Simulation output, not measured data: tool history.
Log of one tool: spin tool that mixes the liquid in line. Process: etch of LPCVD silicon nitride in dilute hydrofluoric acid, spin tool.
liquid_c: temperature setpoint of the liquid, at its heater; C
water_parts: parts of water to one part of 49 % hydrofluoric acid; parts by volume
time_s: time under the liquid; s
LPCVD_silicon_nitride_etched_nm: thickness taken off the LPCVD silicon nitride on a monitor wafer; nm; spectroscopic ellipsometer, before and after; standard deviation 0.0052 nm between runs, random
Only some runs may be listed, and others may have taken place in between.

run	day	liquid_c	water_parts	time_s	LPCVD_silicon_nitride_etched_nm
1	0.000	23.0	135	75	0.25981
2	0.029	23.0	175	75	0.20807
3	0.262	23.0	125	75	0.28152
4	0.479	24.5	125	75	0.31129
5	0.533	28.0	125	75	0.36674
# day 0.704: thermometer replaced
6	0.704	30.5	125	75	0.37071
7	1.062	29.5	155	70	0.29137

Run 8, settings as shown, results not yet in. Your forecast:
8	1.125	28.5	180	65	?

{"run 8": {"LPCVD_silicon_nitride_etched_nm": 0.20592}}

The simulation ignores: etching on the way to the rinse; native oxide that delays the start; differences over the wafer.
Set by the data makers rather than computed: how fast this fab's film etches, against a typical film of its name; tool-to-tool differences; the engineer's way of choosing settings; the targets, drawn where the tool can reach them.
